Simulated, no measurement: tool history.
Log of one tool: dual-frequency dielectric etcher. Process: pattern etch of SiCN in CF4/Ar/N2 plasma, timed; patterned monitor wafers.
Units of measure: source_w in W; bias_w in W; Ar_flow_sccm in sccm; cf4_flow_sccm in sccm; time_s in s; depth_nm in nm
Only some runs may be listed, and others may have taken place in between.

run  hour  source_w  bias_w  Ar_flow_sccm  cf4_flow_sccm  time_s  depth_nm
  1     0       510      76           117             45    78.5    82.449
  2   8.3       450      72           118             45    78.5    72.271
  3  12.8       450      72           106             45    78.5    73.478
  4  20.1       450      72           106             45      72    67.005
  5  28.3       450      72           106             50      72     68.39
  6  32.9       410      72           106             50      72    62.371
  7  35.6       390      72           106             50      72    59.298
  8  39.8       380      72           106             50      72    58.424

The next listed run, before its measurement:
  9  42.6       370      72           106             50      72         ?

depth_nm: 56.567 nm
